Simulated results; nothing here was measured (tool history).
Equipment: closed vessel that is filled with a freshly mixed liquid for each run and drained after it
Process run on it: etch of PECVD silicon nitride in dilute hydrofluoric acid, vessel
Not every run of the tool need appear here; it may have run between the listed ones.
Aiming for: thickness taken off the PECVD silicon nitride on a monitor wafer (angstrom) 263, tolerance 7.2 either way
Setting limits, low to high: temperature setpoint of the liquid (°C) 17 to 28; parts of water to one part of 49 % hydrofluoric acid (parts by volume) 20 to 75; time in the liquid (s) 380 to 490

run,hour,temperature setpoint of the liquid (°C),parts of water to one part of 49 % hydrofluoric acid (parts by volume),time in the liquid (s),thickness taken off the PECVD silicon nitride on a monitor wafer (angstrom)
1,0,20,45,490,200.52
2,2.7,20,45,490,199.81
3,4.1,20,45,490,200.01
4,11.8,21,45,490,213.96
5,16.8,21.5,45,490,221.57
6,24,21.5,35,490,285.86
7,24.6,21.5,35,490,283.46
8,32.1,20,35,490,256.63

Which of these 5 next moves meets every target?
A,39.6,21.5,35,455,?
B,39.6,20,35,470,?
C,39.6,17.5,30,490,?
D,39.6,22,35,415,?
E,39.6,22,35,410,?

move,thickness taken off the PECVD silicon nitride on a monitor wafer (angstrom)
A,263.57
B,245.29
C,248.62
D,248.85
E,245.85
A: meets every target
B: the biggest miss grows against the last run
C: the biggest miss grows against the last run
D: the biggest miss grows against the last run
E: the biggest miss grows against the last run
A meets every target.
